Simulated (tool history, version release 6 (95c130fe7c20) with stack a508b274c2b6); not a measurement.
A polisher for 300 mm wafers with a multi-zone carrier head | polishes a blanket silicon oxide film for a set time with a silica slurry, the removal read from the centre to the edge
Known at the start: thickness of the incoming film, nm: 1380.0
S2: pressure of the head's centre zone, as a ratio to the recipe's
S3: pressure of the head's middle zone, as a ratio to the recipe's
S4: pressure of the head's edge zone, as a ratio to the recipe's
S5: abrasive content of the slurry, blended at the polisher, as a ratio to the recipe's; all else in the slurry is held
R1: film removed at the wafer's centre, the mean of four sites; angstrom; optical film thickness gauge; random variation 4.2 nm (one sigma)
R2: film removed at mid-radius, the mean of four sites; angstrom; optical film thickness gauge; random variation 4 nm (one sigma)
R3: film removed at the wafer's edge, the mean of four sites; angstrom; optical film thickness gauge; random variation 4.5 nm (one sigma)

Run 1, hour 0.0: flow of slurry (ml/min) 215, S2 1.00, S3 1.00, S4 1.00, S5 1.00, polishing time (s) 89. Result: R1 3328.8 angstrom, R2 3300.7 angstrom, R3 3394.7 angstrom.
Run 2, hour 8.5: flow of slurry (ml/min) 215, S2 1.00, S3 1.00, S4 1.00, S5 1.00, polishing time (s) 102. Result: R1 3829.0 angstrom, R2 3750.7 angstrom, R3 3917.0 angstrom.
Run 3, hour 17.0: flow of slurry (ml/min) 215, S2 1.00, S3 1.00, S4 0.93, S5 1.00, polishing time (s) 102. Result: R1 3797.5 angstrom, R2 3780.5 angstrom, R3 3716.7 angstrom.
Run 4, hour 23.4: flow of slurry (ml/min) 235, S2 1.03, S3 1.06, S4 1.00, S5 1.15, polishing time (s) 102. Result: R1 4237.1 angstrom, R2 4261.0 angstrom, R3 4197.9 angstrom.
Run 5, hour 25.1: flow of slurry (ml/min) 235, S2 1.03, S3 1.06, S4 1.00, S5 1.15, polishing time (s) 89. Result: R1 3726.2 angstrom, R2 3773.3 angstrom, R3 3668.8 angstrom.
Run 6, hour 29.7: flow of slurry (ml/min) 235, S2 1.03, S3 1.06, S4 1.00, S5 1.05, polishing time (s) 89. Result: R1 3574.9 angstrom, R2 3596.0 angstrom, R3 3503.9 angstrom.
Run 7, hour 30.2: flow of slurry (ml/min) 285, S2 1.11, S3 1.16, S4 1.10, S5 1.30, polishing time (s) 107. Result: R1 5228.5 angstrom, R2 5193.0 angstrom, R3 4886.0 angstrom.
Run 8, hour 36.0: flow of slurry (ml/min) 285, S2 1.10, S3 1.16, S4 1.12, S5 1.35, polishing time (s) 108. Result: R1 5296.4 angstrom, R2 5280.4 angstrom, R3 5078.9 angstrom.

Run 9 comes next. What will it give?
Run 9, hour 42.4: flow of slurry (ml/min) 290, S2 1.10, S3 1.17, S4 1.13, S5 1.40, polishing time (s) 109. Result: R1 ?, R2 ?, R3 ?.

R1: 5461.5 angstrom
R2: 5522.6 angstrom
R3: 5201.6 angstrom

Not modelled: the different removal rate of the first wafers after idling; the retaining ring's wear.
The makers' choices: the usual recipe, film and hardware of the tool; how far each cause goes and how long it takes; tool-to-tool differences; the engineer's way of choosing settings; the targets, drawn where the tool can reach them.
